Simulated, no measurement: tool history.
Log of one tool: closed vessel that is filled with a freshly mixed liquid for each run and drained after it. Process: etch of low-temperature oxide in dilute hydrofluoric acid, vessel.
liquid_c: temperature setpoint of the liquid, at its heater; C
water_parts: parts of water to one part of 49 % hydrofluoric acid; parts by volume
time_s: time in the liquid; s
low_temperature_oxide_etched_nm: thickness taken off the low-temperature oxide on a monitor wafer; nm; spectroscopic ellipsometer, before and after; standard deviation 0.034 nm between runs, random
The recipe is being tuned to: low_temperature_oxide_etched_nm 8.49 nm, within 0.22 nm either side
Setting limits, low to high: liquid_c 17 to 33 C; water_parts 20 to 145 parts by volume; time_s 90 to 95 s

run	hour	liquid_c	water_parts	time_s	low_temperature_oxide_etched_nm
1	0	25	80	90	16.527
2	3.7	23	90	90	13.372
3	11.8	24.5	90	90	14.197
4	14.4	24.5	90	95	14.947
5	22.2	24.5	90	95	14.99
6	28.1	24.5	90	95	14.988
7	31.3	20.5	115	95	9.6101
8	34.8	19.5	115	95	9.3464
9	40.7	19	115	95	9.1129
10	48.5	18.5	115	95	8.9353
11	55.2	18	115	95	8.7398

Which of these 4 next moves meets every target?
A	61.9	20	120	95	?
B	61.9	18.5	115	95	?
C	61.9	17.5	105	90	?
D	61.9	19.5	120	90	?

move	low_temperature_oxide_etched_nm
A	9.024
B	8.9035
C	8.9556
D	8.3771
A: its largest miss is bigger than the last run's
B: its largest miss is bigger than the last run's
C: its largest miss is bigger than the last run's
D: all results land within tolerance of their targets
The right move is D.

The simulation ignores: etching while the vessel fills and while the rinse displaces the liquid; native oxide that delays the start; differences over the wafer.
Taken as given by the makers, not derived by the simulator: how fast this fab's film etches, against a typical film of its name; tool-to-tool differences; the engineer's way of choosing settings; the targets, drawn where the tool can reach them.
